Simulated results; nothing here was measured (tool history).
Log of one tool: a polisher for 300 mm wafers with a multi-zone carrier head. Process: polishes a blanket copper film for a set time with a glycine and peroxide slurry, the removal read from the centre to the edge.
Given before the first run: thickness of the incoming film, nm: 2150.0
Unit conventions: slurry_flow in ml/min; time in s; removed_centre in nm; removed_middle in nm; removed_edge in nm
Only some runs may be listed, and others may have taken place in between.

run 1 hour=0.0 | slurry_flow=150 centre_zone=1.00 middle_zone=1.00 edge_zone=1.00 time=80 | removed_centre=277.58 removed_middle=292.50 removed_edge=289.13
run 2 hour=0.8 | slurry_flow=150 centre_zone=1.03 middle_zone=1.00 edge_zone=0.97 time=76 | removed_centre=277.05 removed_middle=278.34 removed_edge=267.30
run 3 hour=6.6 | slurry_flow=150 centre_zone=0.97 middle_zone=1.00 edge_zone=0.97 time=76 | removed_centre=251.88 removed_middle=275.05 removed_edge=270.96
run 4 hour=7.7 | slurry_flow=150 centre_zone=0.97 middle_zone=1.00 edge_zone=0.97 time=65 | removed_centre=222.96 removed_middle=231.83 removed_edge=236.44
run 5 hour=12.7 | slurry_flow=150 centre_zone=1.02 middle_zone=1.00 edge_zone=0.97 time=65 | removed_centre=227.53 removed_middle=238.96 removed_edge=230.05
run 6 hour=18.2 | slurry_flow=150 centre_zone=1.06 middle_zone=1.00 edge_zone=0.97 time=65 | removed_centre=237.52 removed_middle=237.92 removed_edge=226.51
run 7 hour=25.0 | slurry_flow=150 centre_zone=1.08 middle_zone=0.99 edge_zone=0.96 time=65 | removed_centre=244.84 removed_middle=235.40 removed_edge=232.50
run 8 hour=33.4 | slurry_flow=150 centre_zone=1.08 middle_zone=0.99 edge_zone=0.96 time=65 | removed_centre=245.78 removed_middle=242.47 removed_edge=230.38
run 9 hour=34.5 | slurry_flow=150 centre_zone=1.10 middle_zone=0.98 edge_zone=0.94 time=64 | removed_centre=242.91 removed_middle=228.07 removed_edge=223.93
run 10 hour=38.3 | slurry_flow=150 centre_zone=1.11 middle_zone=0.98 edge_zone=0.92 time=64 | removed_centre=249.05 removed_middle=232.86 removed_edge=220.97
run 11 hour=40.7 | slurry_flow=150 centre_zone=1.12 middle_zone=0.98 edge_zone=0.91 time=64 | removed_centre=246.98 removed_middle=224.40 removed_edge=224.20
run 12 hour=47.9 | slurry_flow=155 centre_zone=1.13 middle_zone=0.99 edge_zone=0.91 time=63 | removed_centre=247.16 removed_middle=231.80 removed_edge=221.53
run 13 hour=52.5 | slurry_flow=150 centre_zone=1.14 middle_zone=0.99 edge_zone=0.90 time=63 | removed_centre=253.48 removed_middle=226.74 removed_edge=214.42
run 14 hour=60.0 | slurry_flow=150 centre_zone=1.14 middle_zone=0.99 edge_zone=0.89 time=63 | removed_centre=253.68 removed_middle=228.43 removed_edge=218.90

Run 15 comes next. What will it give?
run 15 hour=66.4 | slurry_flow=150 centre_zone=1.15 middle_zone=1.00 edge_zone=0.88 time=62 | removed_centre=? removed_middle=? removed_edge=?

removed_centre: 242.57 nm
removed_middle: 225.16 nm
removed_edge: 211.12 nm
